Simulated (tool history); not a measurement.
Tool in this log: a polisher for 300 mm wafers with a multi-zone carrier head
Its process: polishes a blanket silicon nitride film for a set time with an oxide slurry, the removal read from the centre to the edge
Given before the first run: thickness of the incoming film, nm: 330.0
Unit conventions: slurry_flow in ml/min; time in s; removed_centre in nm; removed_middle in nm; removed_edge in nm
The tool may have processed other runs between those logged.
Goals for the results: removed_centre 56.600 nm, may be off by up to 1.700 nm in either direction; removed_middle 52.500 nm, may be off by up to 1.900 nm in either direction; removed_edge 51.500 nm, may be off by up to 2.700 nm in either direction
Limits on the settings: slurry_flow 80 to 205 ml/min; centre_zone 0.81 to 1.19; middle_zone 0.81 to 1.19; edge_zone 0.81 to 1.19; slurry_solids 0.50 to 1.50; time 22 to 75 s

run 1 hour=0.0 | slurry_flow=135 centre_zone=1.00 middle_zone=1.00 edge_zone=1.00 slurry_solids=1.00 time=48 | removed_centre=30.082 removed_middle=30.533 removed_edge=30.020
run 2 hour=6.7 | slurry_flow=145 centre_zone=1.03 middle_zone=1.02 edge_zone=1.03 slurry_solids=1.10 time=50 | removed_centre=34.150 removed_middle=33.830 removed_edge=33.591
run 3 hour=7.7 | slurry_flow=145 centre_zone=1.03 middle_zone=1.02 edge_zone=1.09 slurry_solids=1.10 time=50 | removed_centre=34.164 removed_middle=34.368 removed_edge=34.573
run 4 hour=10.4 | slurry_flow=145 centre_zone=1.03 middle_zone=1.02 edge_zone=1.09 slurry_solids=1.10 time=44 | removed_centre=29.794 removed_middle=30.434 removed_edge=29.544
run 5 hour=17.4 | slurry_flow=145 centre_zone=0.99 middle_zone=1.02 edge_zone=1.09 slurry_solids=1.10 time=44 | removed_centre=28.635 removed_middle=29.861 removed_edge=30.503
run 6 hour=20.3 | slurry_flow=155 centre_zone=1.02 middle_zone=1.03 edge_zone=1.10 slurry_solids=1.20 time=47 | removed_centre=33.602 removed_middle=34.655 removed_edge=33.255
run 7 hour=28.6 | slurry_flow=150 centre_zone=1.04 middle_zone=1.02 edge_zone=1.11 slurry_solids=1.25 time=50 | removed_centre=36.128 removed_middle=36.039 removed_edge=36.048
run 8 hour=32.6 | slurry_flow=150 centre_zone=1.06 middle_zone=1.03 edge_zone=1.12 slurry_solids=1.30 time=53 | removed_centre=39.435 removed_middle=40.120 removed_edge=38.180
run 9 hour=39.1 | slurry_flow=155 centre_zone=1.07 middle_zone=1.02 edge_zone=1.13 slurry_solids=1.35 time=55 | removed_centre=42.300 removed_middle=41.023 removed_edge=41.315
run 10 hour=46.6 | slurry_flow=160 centre_zone=1.08 middle_zone=1.03 edge_zone=1.13 slurry_solids=1.40 time=57 | removed_centre=45.412 removed_middle=43.997 removed_edge=43.342

Exercise: of the 4 proposed moves below, exactly one satisfies all targets within the stated allowed misses. Which move is it?
run A hour=54.1 | slurry_flow=155 centre_zone=1.13 middle_zone=1.04 edge_zone=1.11 slurry_solids=1.40 time=68 | removed_centre=? removed_middle=? removed_edge=?
run B hour=54.1 | slurry_flow=165 centre_zone=1.04 middle_zone=1.01 edge_zone=1.18 slurry_solids=1.35 time=51 | removed_centre=? removed_middle=? removed_edge=?
run C hour=54.1 | slurry_flow=150 centre_zone=1.04 middle_zone=1.17 edge_zone=1.16 slurry_solids=1.45 time=63 | removed_centre=? removed_middle=? removed_edge=?
run D hour=54.1 | slurry_flow=120 centre_zone=0.96 middle_zone=1.17 edge_zone=1.18 slurry_solids=1.30 time=51 | removed_centre=? removed_middle=? removed_edge=?

move=A removed_centre=56.444 removed_middle=52.781 removed_edge=51.123
move=B removed_centre=38.813 removed_middle=38.467 removed_edge=39.002
move=C removed_centre=48.488 removed_middle=54.538 removed_edge=48.530
move=D removed_centre=33.347 removed_middle=40.882 removed_edge=37.001
A: every result within its allowed miss
B: lands further from the targets than the last run did
C: nearer than the last run, and not there yet
D: lands further from the targets than the last run did
A is the move that brings every result within its allowed miss.

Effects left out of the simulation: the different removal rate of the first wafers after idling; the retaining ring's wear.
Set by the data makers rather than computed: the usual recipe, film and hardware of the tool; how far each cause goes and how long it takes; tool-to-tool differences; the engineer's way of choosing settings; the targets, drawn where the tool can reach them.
